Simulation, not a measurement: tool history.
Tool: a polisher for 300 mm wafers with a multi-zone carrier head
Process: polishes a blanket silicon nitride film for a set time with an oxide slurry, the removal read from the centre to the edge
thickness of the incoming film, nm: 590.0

run    day  flow of slurry (ml/min)  pressure of the head's centre zone  pressure of the head's middle zone  pressure of the head's edge zone  abrasive content of the slurry  polishing time (s)  film removed at the wafer's centre (Å)  film removed at mid-radius (Å)  film removed at the wafer's edge (Å)
  1      0                      200                                   1                                   1                                 1                               1                  42                                  212.95                          207.49                                211.27
  2  0.033                      200                                   1                                   1                                 1                             1.2                  42                                  229.67                          221.41                                222.12
  3  0.067                      240                                   1                                   1                                 1                             1.2                  42                                  235.68                           224.5                                225.94
  4    0.2                      240                                0.97                                0.99                              1.06                            1.25                  42                                   230.4                          230.82                                238.23
  5  0.321                      265                                0.97                                0.99                              1.06                            1.25                  42                                  231.82                          234.81                                239.34
  6  0.496                      260                                0.96                                0.97                               1.1                            1.25                  42                                  230.71                          228.63                                245.94
  7  0.579                      260                                0.95                                0.96                              1.12                            1.25                  42                                  230.43                          232.44                                 246.4
  8  0.633                      260                                0.93                                0.93                              1.14                            1.25                  42                                  220.61                          227.78                                247.55
  9  0.754                      260                                0.92                                0.91                              1.16                            1.25                  42                                     223                          222.03                                251.78

Forecast run 10:
 10  1.062                      270                                0.88                                0.93                              1.19                            1.25                  42                                       ?                               ?                                     ?

{"run 10": {"film removed at the wafer's centre (Å)": 211.92, "film removed at mid-radius (Å)": 225.24, "film removed at the wafer's edge (Å)": 255.8}}
